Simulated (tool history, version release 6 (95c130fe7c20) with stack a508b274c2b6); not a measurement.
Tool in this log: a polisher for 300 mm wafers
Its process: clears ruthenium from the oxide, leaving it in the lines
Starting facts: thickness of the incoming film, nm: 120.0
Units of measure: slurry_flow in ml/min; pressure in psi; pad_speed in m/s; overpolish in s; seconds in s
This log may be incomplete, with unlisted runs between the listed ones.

| run | hour | slurry_flow | pressure | pad_speed | overpolish | seconds |
|---|---|---|---|---|---|---|
| 1 | 0.0 | 170 | 2.6 | 0.90 | 41 | 79.722 |
| 2 | 1.5 | 170 | 2.7 | 0.90 | 41 | 77.203 |
| 3 | 5.4 | 190 | 2.7 | 0.90 | 41 | 78.025 |
| 4 | 6.1 | 190 | 2.1 | 0.90 | 41 | 96.965 |
| 5 | 11.4 | 190 | 2.3 | 0.90 | 41 | 86.262 |
| 6 | 15.4 | 190 | 2.3 | 0.80 | 41 | 98.753 |
| 7 | 19.3 | 190 | 2.3 | 0.80 | 41 | 99.173 |

What will run 8 give?
| 8 | 20.2 | 190 | 2.5 | 0.80 | 41 | ? |

seconds: 90.297 s
